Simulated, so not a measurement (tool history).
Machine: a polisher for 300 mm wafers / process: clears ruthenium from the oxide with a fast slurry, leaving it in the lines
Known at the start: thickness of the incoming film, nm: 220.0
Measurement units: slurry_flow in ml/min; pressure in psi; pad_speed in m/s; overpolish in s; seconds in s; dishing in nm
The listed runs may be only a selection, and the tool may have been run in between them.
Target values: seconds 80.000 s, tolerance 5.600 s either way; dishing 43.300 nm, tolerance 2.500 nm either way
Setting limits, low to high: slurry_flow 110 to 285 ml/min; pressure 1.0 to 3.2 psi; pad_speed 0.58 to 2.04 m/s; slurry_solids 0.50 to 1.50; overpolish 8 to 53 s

| run | hour | slurry_flow | pressure | pad_speed | slurry_solids | overpolish | seconds | dishing |
|---|---|---|---|---|---|---|---|---|
| 1 | 0.0 | 180 | 2.1 | 1.30 | 1.00 | 27 | 49.230 | 75.653 |
| 2 | 6.7 | 180 | 1.9 | 1.28 | 1.00 | 26 | 55.458 | 66.466 |
| 3 | 15.5 | 180 | 1.8 | 1.28 | 1.00 | 25 | 57.173 | 63.605 |
| 4 | 22.2 | 180 | 1.7 | 1.26 | 1.00 | 24 | 62.286 | 57.360 |
| 5 | 24.5 | 145 | 1.7 | 1.26 | 1.00 | 24 | 64.058 | 57.290 |
| 6 | 31.6 | 145 | 1.6 | 1.26 | 1.00 | 23 | 67.824 | 50.026 |
| 7 | 36.1 | 145 | 1.5 | 1.26 | 1.00 | 23 | 73.623 | 49.947 |
| 8 | 42.4 | 145 | 1.5 | 1.26 | 1.00 | 22 | 72.184 | 48.585 |

Which of these 5 next moves meets every target?
| A | 48.7 | 110 | 1.4 | 1.18 | 0.75 | 31 | ? | ? |
| B | 48.7 | 215 | 1.0 | 1.52 | 0.85 | 30 | ? | ? |
| C | 48.7 | 195 | 1.4 | 1.48 | 0.95 | 25 | ? | ? |
| D | 48.7 | 140 | 1.6 | 1.12 | 0.90 | 22 | ? | ? |
| E | 48.7 | 140 | 1.4 | 1.04 | 0.90 | 29 | ? | ? |

| move | seconds | dishing |
|---|---|---|
| A | 97.733 | 49.937 |
| B | 90.303 | 51.997 |
| C | 65.913 | 58.289 |
| D | 81.154 | 43.457 |
| E | 98.419 | 46.801 |
A: its largest miss is bigger than the last run's
B: its largest miss is bigger than the last run's
C: its largest miss is bigger than the last run's
D: every result within its allowed miss
E: its largest miss is bigger than the last run's
The right move is D.

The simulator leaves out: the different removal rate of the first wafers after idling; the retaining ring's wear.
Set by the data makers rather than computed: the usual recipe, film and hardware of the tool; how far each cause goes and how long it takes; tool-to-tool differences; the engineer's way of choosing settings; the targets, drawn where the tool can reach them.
